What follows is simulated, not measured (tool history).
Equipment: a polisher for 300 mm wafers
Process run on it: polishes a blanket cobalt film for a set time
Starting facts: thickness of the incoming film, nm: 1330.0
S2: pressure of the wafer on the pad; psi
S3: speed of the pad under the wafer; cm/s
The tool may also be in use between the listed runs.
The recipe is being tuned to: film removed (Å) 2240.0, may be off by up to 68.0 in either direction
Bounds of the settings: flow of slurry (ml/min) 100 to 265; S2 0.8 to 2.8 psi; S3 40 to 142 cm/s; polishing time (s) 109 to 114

run 1 hour=0.0 | flow_of_slurry_(ml/min)=170 S2=1.8 S3=90 polishing_time_(s)=109 | film_removed_(Å)=4074.6
run 2 hour=7.0 | flow_of_slurry_(ml/min)=165 S2=1.6 S3=90 polishing_time_(s)=109 | film_removed_(Å)=3603.8
run 3 hour=13.2 | flow_of_slurry_(ml/min)=160 S2=1.4 S3=90 polishing_time_(s)=109 | film_removed_(Å)=3174.9
run 4 hour=16.2 | flow_of_slurry_(ml/min)=125 S2=1.4 S3=90 polishing_time_(s)=109 | film_removed_(Å)=3045.1
-- hour=25.0 slurry nozzle cleaned
run 5 hour=25.0 | flow_of_slurry_(ml/min)=120 S2=1.3 S3=90 polishing_time_(s)=109 | film_removed_(Å)=2963.6
run 6 hour=26.3 | flow_of_slurry_(ml/min)=120 S2=1.2 S3=90 polishing_time_(s)=109 | film_removed_(Å)=2712.2
run 7 hour=34.5 | flow_of_slurry_(ml/min)=120 S2=1.1 S3=90 polishing_time_(s)=109 | film_removed_(Å)=2546.9
run 8 hour=41.9 | flow_of_slurry_(ml/min)=120 S2=1.0 S3=90 polishing_time_(s)=109 | film_removed_(Å)=2307.0
run 9 hour=47.2 | flow_of_slurry_(ml/min)=120 S2=1.0 S3=90 polishing_time_(s)=109 | film_removed_(Å)=2338.1
run 10 hour=55.3 | flow_of_slurry_(ml/min)=120 S2=1.0 S3=90 polishing_time_(s)=109 | film_removed_(Å)=2308.6
run 11 hour=57.4 | flow_of_slurry_(ml/min)=120 S2=1.0 S3=90 polishing_time_(s)=109 | film_removed_(Å)=2344.9

Which of these 5 next moves meets every target?
run A hour=59.5 | flow_of_slurry_(ml/min)=110 S2=1.0 S3=82 polishing_time_(s)=109 | film_removed_(Å)=?
run B hour=59.5 | flow_of_slurry_(ml/min)=140 S2=1.0 S3=88 polishing_time_(s)=112 | film_removed_(Å)=?
run C hour=59.5 | flow_of_slurry_(ml/min)=125 S2=1.1 S3=88 polishing_time_(s)=111 | film_removed_(Å)=?
run D hour=59.5 | flow_of_slurry_(ml/min)=150 S2=1.1 S3=76 polishing_time_(s)=109 | film_removed_(Å)=?
run E hour=59.5 | flow_of_slurry_(ml/min)=170 S2=1.2 S3=74 polishing_time_(s)=114 | film_removed_(Å)=?

move=A film_removed_(Å)=2100.5
move=B film_removed_(Å)=2387.1
move=C film_removed_(Å)=2551.6
move=D film_removed_(Å)=2226.4
move=E film_removed_(Å)=2503.6
A: carries the result that was furthest off beyond its target, to the other side
B: its largest miss is bigger than the last run's
C: its largest miss is bigger than the last run's
D: all results land within tolerance of their targets
E: its largest miss is bigger than the last run's
Move D is the one to make.

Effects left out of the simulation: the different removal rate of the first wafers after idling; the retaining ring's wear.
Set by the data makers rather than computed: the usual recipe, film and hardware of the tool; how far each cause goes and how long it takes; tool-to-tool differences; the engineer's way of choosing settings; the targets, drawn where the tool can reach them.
